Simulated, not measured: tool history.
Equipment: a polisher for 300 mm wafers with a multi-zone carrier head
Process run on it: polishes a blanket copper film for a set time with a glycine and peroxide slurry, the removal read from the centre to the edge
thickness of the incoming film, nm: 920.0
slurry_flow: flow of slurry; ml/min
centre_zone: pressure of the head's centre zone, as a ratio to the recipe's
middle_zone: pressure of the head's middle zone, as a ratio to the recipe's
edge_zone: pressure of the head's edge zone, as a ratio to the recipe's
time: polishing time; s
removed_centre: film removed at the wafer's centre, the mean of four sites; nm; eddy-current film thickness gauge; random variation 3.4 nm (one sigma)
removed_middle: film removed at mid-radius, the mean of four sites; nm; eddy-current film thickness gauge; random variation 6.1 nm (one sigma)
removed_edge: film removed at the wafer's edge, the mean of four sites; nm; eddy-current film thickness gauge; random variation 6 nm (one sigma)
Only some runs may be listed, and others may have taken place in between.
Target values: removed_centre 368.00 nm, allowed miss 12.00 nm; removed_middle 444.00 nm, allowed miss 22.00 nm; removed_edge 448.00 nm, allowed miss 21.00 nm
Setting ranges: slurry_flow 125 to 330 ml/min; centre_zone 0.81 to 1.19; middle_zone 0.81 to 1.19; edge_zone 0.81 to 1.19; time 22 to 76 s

Run 1, hour 0.0: slurry_flow 210 ml/min, centre_zone 1.00, middle_zone 1.00, edge_zone 1.00, time 49 s. Result: removed_centre 336.41 nm, removed_middle 347.39 nm, removed_edge 330.70 nm.
Run 2, hour 6.0: slurry_flow 210 ml/min, centre_zone 1.00, middle_zone 1.00, edge_zone 1.00, time 38 s. Result: removed_centre 262.23 nm, removed_middle 266.37 nm, removed_edge 251.97 nm.
Run 3, hour 13.3: slurry_flow 210 ml/min, centre_zone 1.00, middle_zone 1.00, edge_zone 1.09, time 38 s. Result: removed_centre 264.64 nm, removed_middle 266.77 nm, removed_edge 268.68 nm.
Run 4, hour 15.6: slurry_flow 210 ml/min, centre_zone 1.00, middle_zone 1.00, edge_zone 1.09, time 48 s. Result: removed_centre 329.74 nm, removed_middle 337.16 nm, removed_edge 346.09 nm.
Run 5, hour 20.6: slurry_flow 210 ml/min, centre_zone 1.04, middle_zone 1.00, edge_zone 1.09, time 48 s. Result: removed_centre 337.45 nm, removed_middle 334.33 nm, removed_edge 347.17 nm.
Run 6, hour 21.6: slurry_flow 210 ml/min, centre_zone 0.95, middle_zone 1.00, edge_zone 1.09, time 48 s. Result: removed_centre 309.91 nm, removed_middle 331.58 nm, removed_edge 334.58 nm.
Run 7, hour 27.0: slurry_flow 205 ml/min, centre_zone 0.94, middle_zone 1.01, edge_zone 1.10, time 50 s. Result: removed_centre 324.40 nm, removed_middle 345.55 nm, removed_edge 356.35 nm.
Run 8, hour 32.4: slurry_flow 205 ml/min, centre_zone 0.93, middle_zone 1.03, edge_zone 1.11, time 51 s. Result: removed_centre 326.12 nm, removed_middle 362.44 nm, removed_edge 360.84 nm.
Run 9, hour 34.1: slurry_flow 205 ml/min, centre_zone 0.92, middle_zone 1.04, edge_zone 1.12, time 52 s. Result: removed_centre 331.98 nm, removed_middle 365.99 nm, removed_edge 369.82 nm.
Run 10, hour 34.7: slurry_flow 205 ml/min, centre_zone 0.91, middle_zone 1.05, edge_zone 1.13, time 53 s. Result: removed_centre 334.10 nm, removed_middle 374.38 nm, removed_edge 389.63 nm.
Run 11, hour 41.6: slurry_flow 210 ml/min, centre_zone 0.91, middle_zone 1.07, edge_zone 1.13, time 53 s. Result: removed_centre 332.67 nm, removed_middle 393.36 nm, removed_edge 374.93 nm.
Run 12, hour 47.2: slurry_flow 210 ml/min, centre_zone 0.90, middle_zone 1.07, edge_zone 1.14, time 54 s. Result: removed_centre 333.35 nm, removed_middle 399.05 nm, removed_edge 388.87 nm.
Run 13, hour 52.6: slurry_flow 215 ml/min, centre_zone 0.90, middle_zone 1.07, edge_zone 1.15, time 55 s. Result: removed_centre 345.23 nm, removed_middle 409.88 nm, removed_edge 403.05 nm.
Run 14, hour 61.2: slurry_flow 220 ml/min, centre_zone 0.90, middle_zone 1.07, edge_zone 1.16, time 55 s. Result: removed_centre 345.76 nm, removed_middle 413.81 nm, removed_edge 389.98 nm.
Run 15, hour 62.7: slurry_flow 160 ml/min, centre_zone 0.86, middle_zone 1.04, edge_zone 1.17, time 63 s. Result: removed_centre 346.47 nm, removed_middle 436.17 nm, removed_edge 446.49 nm.

Consider the 5 candidate settings below. Which is the only one whose results all fall within their allowed miss of target?
Run A, hour 64.2: slurry_flow 170 ml/min, centre_zone 0.96, middle_zone 0.91, edge_zone 1.18, time 63 s. Result: removed_centre ?, removed_middle ?, removed_edge ?.
Run B, hour 64.2: slurry_flow 165 ml/min, centre_zone 0.87, middle_zone 1.05, edge_zone 1.13, time 65 s. Result: removed_centre ?, removed_middle ?, removed_edge ?.
Run C, hour 64.2: slurry_flow 125 ml/min, centre_zone 0.88, middle_zone 0.81, edge_zone 1.19, time 75 s. Result: removed_centre ?, removed_middle ?, removed_edge ?.
Run D, hour 64.2: slurry_flow 160 ml/min, centre_zone 0.92, middle_zone 0.97, edge_zone 1.19, time 67 s. Result: removed_centre ?, removed_middle ?, removed_edge ?.
Run E, hour 64.2: slurry_flow 185 ml/min, centre_zone 0.92, middle_zone 1.01, edge_zone 1.08, time 64 s. Result: removed_centre ?, removed_middle ?, removed_edge ?.

move  removed_centre  removed_middle  removed_edge
   A          407.00          408.33        446.48
   B          378.08          465.10        447.81
   C          409.31          417.35        507.99
   D          409.24          449.34        472.44
   E          403.23          454.48        437.89
A: the result that was furthest off in the last run now lies on the other side of its target
B: hits every target within its allowed miss
C: the result that was furthest off in the last run now lies on the other side of its target
D: the result that was furthest off in the last run now lies on the other side of its target
E: the result that was furthest off in the last run now lies on the other side of its target
Correct choice: B, which meets every target
